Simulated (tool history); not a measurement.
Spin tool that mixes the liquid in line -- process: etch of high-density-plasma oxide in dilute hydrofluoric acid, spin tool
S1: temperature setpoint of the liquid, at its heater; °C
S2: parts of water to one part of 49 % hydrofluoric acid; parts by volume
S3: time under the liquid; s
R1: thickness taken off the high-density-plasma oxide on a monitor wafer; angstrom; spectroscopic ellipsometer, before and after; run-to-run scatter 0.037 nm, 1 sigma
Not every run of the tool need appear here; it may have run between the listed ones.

run    day    S1   S2   S3       R1
  1  0.000  22.0  100  205  106.550
  2  0.217  25.0  100  205  120.120
  3  0.296  23.5  105  205  106.690
  4  0.354  23.5  140  205   76.732
  5  0.462  22.5  140  205   72.874
  6  0.667  24.0  140  205   78.037
  7  0.758  23.0  140  205   74.398
  8  0.812  22.0  140  205   71.984
  9  0.879  21.0  140  205   69.071
 10  1.000  20.5  140  205   67.377
 11  1.112  20.0  140  205   66.473
 12  1.392  19.5  140  205   64.789
 13  1.504  19.0  140  205   64.147

What does the tool deliver on the next run?
 14  1.871  18.5  140  205   ?

{"run 14": {"R1": 63.047}}

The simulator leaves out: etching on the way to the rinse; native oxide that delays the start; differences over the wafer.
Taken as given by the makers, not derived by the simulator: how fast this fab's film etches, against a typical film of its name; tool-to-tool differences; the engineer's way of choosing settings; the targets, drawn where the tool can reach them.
